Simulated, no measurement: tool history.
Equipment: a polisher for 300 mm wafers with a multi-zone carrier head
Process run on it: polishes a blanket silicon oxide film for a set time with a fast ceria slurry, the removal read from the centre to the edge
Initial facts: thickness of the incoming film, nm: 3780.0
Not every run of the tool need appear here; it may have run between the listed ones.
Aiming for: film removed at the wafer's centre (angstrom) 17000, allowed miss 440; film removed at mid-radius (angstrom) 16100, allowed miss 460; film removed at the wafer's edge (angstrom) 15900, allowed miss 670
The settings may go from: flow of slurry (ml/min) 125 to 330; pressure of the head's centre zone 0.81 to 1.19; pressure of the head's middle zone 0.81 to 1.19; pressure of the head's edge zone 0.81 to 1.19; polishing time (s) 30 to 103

run,hour,flow of slurry (ml/min),pressure of the head's centre zone,pressure of the head's middle zone,pressure of the head's edge zone,polishing time (s),film removed at the wafer's centre (angstrom),film removed at mid-radius (angstrom),film removed at the wafer's edge (angstrom)
1,0,210,1,1,1,66,13994,13762,14053
2,3.6,210,1,1.05,1,66,13994,14009,14413
3,4.5,230,1.03,1.08,0.99,67,14965,14742,14644
4,6,245,1.05,1.1,1.01,67,15173,15079,14799
5,12.4,250,1.07,1.11,1.03,68,15915,15515,14944
6,16,290,1.07,1.11,1.03,68,16212,15758,14958
7,18.3,290,1.07,1.11,1.03,68,16057,15806,15205
# hour 23.6: edge zone pressure recalibrated
8,23.6,290,1.07,1.11,1.03,68,16050,15975,14962
9,32.5,280,1.08,1.11,1.05,69,16318,16098,14964
10,36.6,280,1.08,1.11,1.02,69,16292,15832,15058
11,44.4,270,1.08,1.09,1.03,70,16549,15810,15353

Which of these 5 next moves meets every target?
A,52.2,230,1.04,0.94,1,76,?,?,?
B,52.2,240,1.17,1.09,0.98,70,?,?,?
C,52.2,250,1.06,1.14,1.02,68,?,?,?
D,52.2,150,0.94,0.93,0.88,83,?,?,?
E,52.2,205,1.08,1.08,1.05,74,?,?,?

move,film removed at the wafer's centre (angstrom),film removed at mid-radius (angstrom),film removed at the wafer's edge (angstrom)
A,16653,14948,16138
B,17375,15664,14740
C,15358,15888,14634
D,15492,15370,15980
E,16622,16155,15911
A: corrects the largest miss of the last run, while another result sits out of spec
B: corrects the largest miss of the last run, while another result sits out of spec
C: further off than the last run
D: further off than the last run
E: all results land within tolerance of their targets
Answer: E
